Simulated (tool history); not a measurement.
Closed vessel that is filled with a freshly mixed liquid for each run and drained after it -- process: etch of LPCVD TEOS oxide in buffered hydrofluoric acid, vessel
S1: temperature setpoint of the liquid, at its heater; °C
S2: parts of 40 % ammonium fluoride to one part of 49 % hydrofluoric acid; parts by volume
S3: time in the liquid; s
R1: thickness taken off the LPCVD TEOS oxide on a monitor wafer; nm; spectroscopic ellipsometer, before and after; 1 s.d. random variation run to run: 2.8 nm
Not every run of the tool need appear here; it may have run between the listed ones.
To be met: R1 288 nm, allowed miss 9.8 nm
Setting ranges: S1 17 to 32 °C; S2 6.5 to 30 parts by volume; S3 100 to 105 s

run    day    S1    S2   S3      R1
  1      0    24  19.5  100   241.3
  2  0.046  25.5  19.5  100  266.47
  3  0.308  25.5  15.5  100   328.9
  4   0.55    25  15.5  100  318.23
  5  0.692  26.5  15.5  100  343.69
  6  0.996  25.5  15.5  100   329.6
  7  1.308    25  15.5  100  320.73
  8  1.579  24.5  15.5  100  311.47
  9  1.808    24  15.5  100  303.36

Exercise: of the 5 proposed moves below, exactly one satisfies all targets within the stated allowed misses. Which move is it?
  A  2.038    20    12  100   ?
  B  2.038  25.5    17  105   ?
  C  2.038    17  11.5  105   ?
  D  2.038    22  14.5  105   ?
  E  2.038    24    15  100   ?

move      R1
   A  309.96
   B  312.99
   C  286.32
   D  302.19
   E  310.72
A: lands further from the targets than the last run did
B: lands further from the targets than the last run did
C: all results land within tolerance of their targets
D: moves toward the targets from the last run without getting all of them in spec
E: lands further from the targets than the last run did
Go with C: it meets all targets.
